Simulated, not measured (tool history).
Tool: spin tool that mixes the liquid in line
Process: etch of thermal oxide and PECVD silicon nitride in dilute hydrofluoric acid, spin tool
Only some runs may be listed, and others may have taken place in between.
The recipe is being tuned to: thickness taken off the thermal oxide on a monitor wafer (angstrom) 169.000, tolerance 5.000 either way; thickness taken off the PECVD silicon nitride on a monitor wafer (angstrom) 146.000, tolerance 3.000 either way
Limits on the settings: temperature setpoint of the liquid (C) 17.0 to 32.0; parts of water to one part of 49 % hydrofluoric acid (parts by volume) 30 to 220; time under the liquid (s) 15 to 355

run   hour  temperature setpoint of the liquid (C)  parts of water to one part of 49 % hydrofluoric acid (parts by volume)  time under the liquid (s)  thickness taken off the thermal oxide on a monitor wafer (angstrom)  thickness taken off the PECVD silicon nitride on a monitor wafer (angstrom)
  1    0.0                                    24.0                                                                     125                        180                                                               70.325                                                                       63.426
  2    5.4                                    25.0                                                                     100                        175                                                               90.636                                                                       82.794
  3    7.8                                    25.0                                                                     135                        175                                                               65.322                                                                       61.244
  4    8.8                                    25.5                                                                     110                        170                                                               81.424                                                                       75.399
  5   12.8                                    25.5                                                                      85                        170                                                              106.930                                                                       97.855
  6   20.7                                    25.5                                                                      75                        165                                                              120.400                                                                      106.270
  7   24.9                                    26.0                                                                      65                        160                                                              138.610                                                                      124.400
  8   27.7                                    26.0                                                                      65                        160                                                              138.600                                                                      124.290
  9   30.9                                    26.0                                                                      60                        160                                                              152.390                                                                      133.520
 10   34.7                                    26.0                                                                      55                        155                                                              160.710                                                                      141.540
 11   39.0                                    26.0                                                                      50                        155                                                              178.210                                                                      155.940
 12   46.1                                    25.5                                                                      50                        155                                                              177.310                                                                      150.560
 13   49.9                                    26.0                                                                      55                        155                                                              161.220                                                                      140.880
 14   51.1                                    26.0                                                                      50                        155                                                              179.640                                                                      154.860
 15   52.2                                    26.0                                                                      55                        155                                                              160.450                                                                      141.770
 16   54.0                                    25.5                                                                      50                        155                                                              178.750                                                                      150.150
 17   57.1                                    26.0                                                                      50                        155                                                              179.130                                                                      154.050
 18   60.5                                    26.0                                                                      55                        155                                                              160.810                                                                      141.900
 19   63.9                                    26.0                                                                      50                        155                                                              176.550                                                                      154.760
 20   71.8                                    25.5                                                                      50                        155                                                              175.410                                                                      149.950
 21   78.4                                    25.5                                                                      55                        155                                                              158.160                                                                      136.120
 22   82.0                                    25.5                                                                      50                        155                                                              174.140                                                                      150.980
 23   87.5                                    25.0                                                                      55                        155                                                              157.050                                                                      133.170
 24   95.3                                    25.5                                                                      50                        155                                                              174.850                                                                      149.680
 25  102.4                                    25.5                                                                      55                        155                                                              158.560                                                                      136.340
 26  106.5                                    25.5                                                                      50                        155                                                              176.160                                                                      149.570
 27  110.8                                    26.0                                                                      55                        155                                                              162.080                                                                      141.930
 28  114.6                                    26.0                                                                      50                        155                                                              177.430                                                                      154.140

Next run, 5 choices. One meets every target within its allowed miss, the rest don't. Which?
  A  118.4                                    24.5                                                                      55                        200                                                                    ?                                                                            ?
  B  118.4                                    22.5                                                                      65                        240                                                                    ?                                                                            ?
  C  118.4                                    28.0                                                                      75                        205                                                                    ?                                                                            ?
  D  118.4                                    24.5                                                                      60                        185                                                                    ?                                                                            ?
  E  118.4                                    26.0                                                                      50                        145                                                                    ?                                                                            ?

move  thickness taken off the thermal oxide on a monitor wafer (angstrom)  thickness taken off the PECVD silicon nitride on a monitor wafer (angstrom)
   A                                                              196.470                                                                      164.950
   B                                                              181.430                                                                      146.850
   C                                                              165.230                                                                      156.720
   D                                                              165.490                                                                      140.090
   E                                                              167.680                                                                      145.150
A: the biggest miss grows against the last run
B: the worst result of the last run now meets its target, but another is out of spec
C: the biggest miss grows against the last run
D: carries the result that was furthest off beyond its target, to the other side
E: all results in spec
Correct choice: E, which meets every target
